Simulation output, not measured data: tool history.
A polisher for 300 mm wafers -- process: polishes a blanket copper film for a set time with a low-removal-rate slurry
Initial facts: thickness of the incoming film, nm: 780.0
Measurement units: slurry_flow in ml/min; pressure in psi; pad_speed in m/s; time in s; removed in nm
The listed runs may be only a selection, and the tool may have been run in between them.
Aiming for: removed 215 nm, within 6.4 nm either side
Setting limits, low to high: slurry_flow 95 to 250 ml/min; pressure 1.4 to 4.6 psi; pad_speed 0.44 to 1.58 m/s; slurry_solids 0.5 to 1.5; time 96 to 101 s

| run | hour | slurry_flow | pressure | pad_speed | slurry_solids | time | removed |
|---|---|---|---|---|---|---|---|
| 1 | 0 | 160 | 3 | 1 | 1 | 96 | 260.49 |
| 2 | 7.2 | 160 | 3 | 1 | 0.8 | 96 | 253.44 |
| 3 | 12.7 | 155 | 2.9 | 1 | 0.8 | 96 | 241.71 |
| 4 | 16 | 150 | 2.8 | 1 | 0.8 | 96 | 232.67 |
| 5 | 25 | 145 | 2.8 | 1 | 0.8 | 96 | 232.14 |
| 6 | 33.8 | 145 | 2.8 | 1.2 | 0.8 | 96 | 277.39 |
| 7 | 40.5 | 140 | 2.6 | 1.2 | 0.8 | 96 | 258.75 |
| 8 | 47.7 | 135 | 2.5 | 1.2 | 0.8 | 96 | 248.94 |
| 9 | 56 | 130 | 2.4 | 1.2 | 0.8 | 96 | 236.12 |

Next run, 4 choices. One meets every target within its allowed miss, the rest don't. Which?
| A | 64.3 | 155 | 2.2 | 1.08 | 0.8 | 96 | ? |
| B | 64.3 | 130 | 2.3 | 1.08 | 0.7 | 96 | ? |
| C | 64.3 | 135 | 2.5 | 0.98 | 0.8 | 96 | ? |
| D | 64.3 | 115 | 2.1 | 1.18 | 1.05 | 98 | ? |

| move | removed |
|---|---|
| A | 198.89 |
| B | 197.23 |
| C | 200.77 |
| D | 214.26 |
A: moves the result that the last run missed by most past its target, out the other side
B: moves the result that the last run missed by most past its target, out the other side
C: moves the result that the last run missed by most past its target, out the other side
D: meets every target
The right move is D.

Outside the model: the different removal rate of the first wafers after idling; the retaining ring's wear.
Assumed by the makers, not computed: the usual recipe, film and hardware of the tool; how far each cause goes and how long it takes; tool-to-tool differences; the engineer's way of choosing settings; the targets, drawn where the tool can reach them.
